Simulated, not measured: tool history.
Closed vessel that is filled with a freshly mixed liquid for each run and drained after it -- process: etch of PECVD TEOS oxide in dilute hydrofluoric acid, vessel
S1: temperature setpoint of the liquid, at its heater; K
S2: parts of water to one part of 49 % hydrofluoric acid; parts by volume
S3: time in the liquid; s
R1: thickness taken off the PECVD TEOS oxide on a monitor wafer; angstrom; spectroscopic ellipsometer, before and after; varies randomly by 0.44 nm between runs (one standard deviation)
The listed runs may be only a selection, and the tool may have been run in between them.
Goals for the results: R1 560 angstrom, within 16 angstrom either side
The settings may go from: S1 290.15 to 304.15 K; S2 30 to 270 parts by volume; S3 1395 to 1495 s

Run 1, hour 0: S1 296.15 K, S2 150 parts by volume, S3 1395 s. Result: R1 891.56 angstrom.
Run 2, hour 2.4: S1 294.65 K, S2 150 parts by volume, S3 1395 s. Result: R1 845.57 angstrom.
Run 3, hour 7.8: S1 294.15 K, S2 155 parts by volume, S3 1395 s. Result: R1 798.13 angstrom.
Run 4, hour 15.6: S1 293.65 K, S2 160 parts by volume, S3 1395 s. Result: R1 742.73 angstrom.
Run 5, hour 19.1: S1 293.65 K, S2 160 parts by volume, S3 1495 s. Result: R1 794.94 angstrom.
Run 6, hour 23.3: S1 291.65 K, S2 160 parts by volume, S3 1495 s. Result: R1 750.44 angstrom.
Run 7, hour 28.8: S1 291.65 K, S2 165 parts by volume, S3 1495 s. Result: R1 722.55 angstrom.
Run 8, hour 32.8: S1 291.65 K, S2 165 parts by volume, S3 1495 s. Result: R1 723.3 angstrom.
Run 9, hour 36.7: S1 291.65 K, S2 170 parts by volume, S3 1495 s. Result: R1 701.21 angstrom.
Run 10, hour 37.9: S1 291.65 K, S2 175 parts by volume, S3 1495 s. Result: R1 678.12 angstrom.
Run 11, hour 43.9: S1 290.65 K, S2 185 parts by volume, S3 1495 s. Result: R1 605.3 angstrom.

Pick the move, out of 4, that brings all results within their allowed miss; only one does.
Run A, hour 49.9: S1 290.15 K, S2 160 parts by volume, S3 1410 s. Result: R1 ?.
Run B, hour 49.9: S1 290.15 K, S2 170 parts by volume, S3 1465 s. Result: R1 ?.
Run C, hour 49.9: S1 291.65 K, S2 205 parts by volume, S3 1495 s. Result: R1 ?.
Run D, hour 49.9: S1 292.15 K, S2 180 parts by volume, S3 1415 s. Result: R1 ?.

move      R1
   A   656.2
   B  635.61
   C  552.44
   D  622.09
A: further off than the last run
B: further off than the last run
C: all results land within tolerance of their targets
D: further off than the last run
So the answer is move C, the one that meets all the targets.

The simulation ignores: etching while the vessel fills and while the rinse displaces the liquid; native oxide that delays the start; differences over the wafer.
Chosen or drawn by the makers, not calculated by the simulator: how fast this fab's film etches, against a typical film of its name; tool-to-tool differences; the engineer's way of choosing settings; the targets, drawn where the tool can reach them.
